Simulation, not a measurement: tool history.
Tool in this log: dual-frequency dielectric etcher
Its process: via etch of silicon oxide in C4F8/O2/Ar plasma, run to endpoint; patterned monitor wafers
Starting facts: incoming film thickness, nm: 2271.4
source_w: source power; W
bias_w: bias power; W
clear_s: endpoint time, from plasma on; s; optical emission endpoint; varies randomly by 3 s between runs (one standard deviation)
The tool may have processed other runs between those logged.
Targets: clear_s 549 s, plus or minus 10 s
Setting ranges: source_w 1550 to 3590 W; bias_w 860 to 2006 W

run	hour	source_w	bias_w	clear_s
1	0	2570	1433	452.38
2	6.7	2230	1433	479.27
3	9.1	2620	1433	458.1
4	17.3	2270	1433	480.35
5	18.8	2150	1408	487.8
6	23.5	2600	1408	459.28
7	30.4	2430	1365	471.78
8	38.1	2280	1328	483.82
9	40.7	2150	1294	497.66
10	43.7	2050	1274	514.98
11	46.5	1990	1268	521.12
12	55.5	1940	1264	519.93
# hour 56.6: bias power generator calibrated
13	56.6	1880	1258	519.7
14	61.6	1830	1243	529.09

5 candidate next runs follow, results not yet known. Just one meets every target within its allowed miss. Identify it.
A	66.6	1930	1250	?
B	66.6	1850	1201	?
C	66.6	1670	1231	?
D	66.6	1550	1115	?
E	66.6	1690	1336	?

move	clear_s
A	519.45
B	532.99
C	546.91
D	576.73
E	531.63
A: misses by more than the last run did
B: better than the last run, though not everything is in spec
C: all results in spec
D: the result that was furthest off in the last run now lies on the other side of its target
E: better than the last run, though not everything is in spec
Go with C: it meets all targets.

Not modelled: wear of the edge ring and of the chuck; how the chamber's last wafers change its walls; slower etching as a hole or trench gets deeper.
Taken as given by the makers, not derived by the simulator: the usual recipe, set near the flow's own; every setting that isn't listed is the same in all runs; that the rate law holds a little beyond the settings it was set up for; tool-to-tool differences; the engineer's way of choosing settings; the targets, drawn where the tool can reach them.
